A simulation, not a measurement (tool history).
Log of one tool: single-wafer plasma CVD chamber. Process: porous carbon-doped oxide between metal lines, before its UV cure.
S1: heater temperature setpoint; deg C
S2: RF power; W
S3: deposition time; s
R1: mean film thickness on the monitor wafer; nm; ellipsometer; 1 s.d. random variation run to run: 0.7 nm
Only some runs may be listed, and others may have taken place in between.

run,hour,S1,S2,S3,R1
1,0.0,315,455,60.5,281.75
2,2.6,315,420,60.5,265.41
3,6.0,315,455,60.5,281.44
4,8.8,318,455,60.5,277.82
5,12.4,321,455,60.5,275.03
6,16.6,316,455,60.5,279.89
7,24.6,319,455,60.5,275.83
8,29.1,321,455,60.5,273.63

Run 9 comes next. What will it give?
# hour 33.1: thermocouple changed; heater temperature recalibrated
9,33.1,323,455,60.5,?

{"run 9": {"R1": 277.37}}

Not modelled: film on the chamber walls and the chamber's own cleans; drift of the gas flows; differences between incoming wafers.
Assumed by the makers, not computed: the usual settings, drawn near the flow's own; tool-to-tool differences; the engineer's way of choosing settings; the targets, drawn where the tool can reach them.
